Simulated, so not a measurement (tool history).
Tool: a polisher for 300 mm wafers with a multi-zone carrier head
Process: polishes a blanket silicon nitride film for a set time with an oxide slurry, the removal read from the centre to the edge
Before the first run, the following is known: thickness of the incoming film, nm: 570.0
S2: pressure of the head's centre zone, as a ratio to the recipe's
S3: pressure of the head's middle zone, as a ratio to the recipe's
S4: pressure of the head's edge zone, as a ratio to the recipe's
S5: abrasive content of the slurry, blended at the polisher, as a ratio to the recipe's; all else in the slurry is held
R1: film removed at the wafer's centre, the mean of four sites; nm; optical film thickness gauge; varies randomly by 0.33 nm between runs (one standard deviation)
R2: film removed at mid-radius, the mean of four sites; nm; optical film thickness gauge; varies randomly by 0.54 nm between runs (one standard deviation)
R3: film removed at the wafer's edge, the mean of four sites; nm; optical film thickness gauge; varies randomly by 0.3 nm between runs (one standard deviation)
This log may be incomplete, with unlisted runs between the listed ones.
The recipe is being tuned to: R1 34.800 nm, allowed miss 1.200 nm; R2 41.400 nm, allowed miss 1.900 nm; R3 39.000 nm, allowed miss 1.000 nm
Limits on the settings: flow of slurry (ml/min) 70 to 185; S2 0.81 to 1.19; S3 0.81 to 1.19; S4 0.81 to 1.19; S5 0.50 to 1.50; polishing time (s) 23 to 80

run 1 hour=0.0 | flow_of_slurry_(ml/min)=120 S2=1.00 S3=1.00 S4=1.00 S5=1.00 polishing_time_(s)=51 | R1=30.688 R2=30.865 R3=30.090
run 2 hour=7.7 | flow_of_slurry_(ml/min)=130 S2=0.98 S3=1.02 S4=1.03 S5=1.05 polishing_time_(s)=51 | R1=31.580 R2=31.645 R3=32.341
run 3 hour=12.5 | flow_of_slurry_(ml/min)=135 S2=0.96 S3=1.06 S4=1.02 S5=1.10 polishing_time_(s)=51 | R1=32.490 R2=34.121 R3=32.448
run 4 hour=17.1 | flow_of_slurry_(ml/min)=135 S2=0.96 S3=1.06 S4=0.97 S5=1.10 polishing_time_(s)=51 | R1=32.529 R2=34.944 R3=31.513
run 5 hour=19.1 | flow_of_slurry_(ml/min)=140 S2=0.94 S3=1.08 S4=1.00 S5=1.15 polishing_time_(s)=51 | R1=32.694 R2=35.897 R3=32.752
run 6 hour=26.1 | flow_of_slurry_(ml/min)=145 S2=0.93 S3=1.10 S4=1.03 S5=1.20 polishing_time_(s)=51 | R1=33.258 R2=36.092 R3=34.327
run 7 hour=33.1 | flow_of_slurry_(ml/min)=150 S2=0.91 S3=1.12 S4=1.04 S5=1.25 polishing_time_(s)=51 | R1=32.931 R2=37.412 R3=34.799
run 8 hour=41.2 | flow_of_slurry_(ml/min)=155 S2=0.90 S3=1.13 S4=1.05 S5=1.30 polishing_time_(s)=51 | R1=33.210 R2=39.197 R3=36.243
run 9 hour=49.7 | flow_of_slurry_(ml/min)=160 S2=0.90 S3=1.13 S4=1.06 S5=1.30 polishing_time_(s)=51 | R1=33.652 R2=39.402 R3=36.689
run 10 hour=55.7 | flow_of_slurry_(ml/min)=165 S2=0.90 S3=1.13 S4=1.07 S5=1.30 polishing_time_(s)=51 | R1=34.360 R2=39.233 R3=36.982
-- hour=62.8 worn pad replaced by a new one
run 11 hour=62.8 | flow_of_slurry_(ml/min)=175 S2=0.86 S3=1.17 S4=1.13 S5=1.35 polishing_time_(s)=51 | R1=37.003 R2=46.500 R3=42.929
run 12 hour=65.6 | flow_of_slurry_(ml/min)=145 S2=0.91 S3=1.16 S4=1.11 S5=1.35 polishing_time_(s)=51 | R1=37.803 R2=44.096 R3=42.072

Exactly one of the 4 candidate moves below puts every result within its allowed miss. Which one?
run A hour=68.4 | flow_of_slurry_(ml/min)=175 S2=0.90 S3=1.19 S4=0.97 S5=1.35 polishing_time_(s)=50 | R1=? R2=? R3=?
run B hour=68.4 | flow_of_slurry_(ml/min)=75 S2=0.90 S3=1.19 S4=1.07 S5=1.50 polishing_time_(s)=54 | R1=? R2=? R3=?
run C hour=68.4 | flow_of_slurry_(ml/min)=140 S2=0.89 S3=1.12 S4=1.08 S5=1.35 polishing_time_(s)=49 | R1=? R2=? R3=?
run D hour=68.4 | flow_of_slurry_(ml/min)=150 S2=0.85 S3=1.17 S4=1.13 S5=1.40 polishing_time_(s)=46 | R1=? R2=? R3=?

move=A R1=37.375 R2=45.119 R3=38.809
move=B R1=31.815 R2=39.815 R3=38.832
move=C R1=34.493 R2=40.728 R3=38.876
move=D R1=31.886 R2=40.478 R3=38.263
A: brings the result that was furthest off to its target, and leaves another outside
B: brings the result that was furthest off to its target, and leaves another outside
C: every result lands within tolerance
D: brings the result that was furthest off to its target, and leaves another outside
The right move is C.

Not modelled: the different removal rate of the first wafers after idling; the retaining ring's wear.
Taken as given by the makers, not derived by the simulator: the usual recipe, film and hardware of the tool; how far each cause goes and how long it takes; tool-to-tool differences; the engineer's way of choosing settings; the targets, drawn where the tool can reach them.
